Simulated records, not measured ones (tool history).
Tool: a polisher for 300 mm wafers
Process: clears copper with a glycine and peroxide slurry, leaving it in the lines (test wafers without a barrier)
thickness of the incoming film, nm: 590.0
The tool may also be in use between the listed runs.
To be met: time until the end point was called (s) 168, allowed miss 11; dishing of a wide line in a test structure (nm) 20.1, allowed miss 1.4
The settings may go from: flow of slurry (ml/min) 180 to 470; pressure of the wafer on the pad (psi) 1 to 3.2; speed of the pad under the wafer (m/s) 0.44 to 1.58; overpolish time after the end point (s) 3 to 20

run,hour,flow of slurry (ml/min),pressure of the wafer on the pad (psi),speed of the pad under the wafer (m/s),overpolish time after the end point (s),time until the end point was called (s),dishing of a wide line in a test structure (nm)
1,0,300,2.1,1,10,128.63,26.731
2,3.1,300,2.1,1.16,10,114.85,30.846
3,10.2,300,1.9,1.14,10,125.47,28.264
4,15.5,250,1.9,1.14,10,124.27,27.141
5,19.6,215,1.9,1.14,10,125.74,26.593
6,20.9,215,1.9,1.14,13,131.61,33.555
7,28.6,215,1.8,1.12,12,136,30.336
8,30.1,215,1.7,1.1,11,145.59,27.167
9,33.9,215,1.4,1.06,8,174.33,17.568

4 next moves are on the table. One of them brings every result within its allowed miss. Which?
A,37.7,230,1.2,1,9,?,?
B,37.7,205,1.4,1.06,8,?,?
C,37.7,190,1.6,0.72,11,?,?
D,37.7,180,1.8,0.86,9,?,?

move,time until the end point was called (s),dishing of a wide line in a test structure (nm)
A,194.98,16.384
B,170.47,16.675
C,204.75,19.052
D,168.01,18.98
A: further off than the last run
B: further off than the last run
C: brings the result that was furthest off to its target, and leaves another outside
D: meets every target
The right move is D.

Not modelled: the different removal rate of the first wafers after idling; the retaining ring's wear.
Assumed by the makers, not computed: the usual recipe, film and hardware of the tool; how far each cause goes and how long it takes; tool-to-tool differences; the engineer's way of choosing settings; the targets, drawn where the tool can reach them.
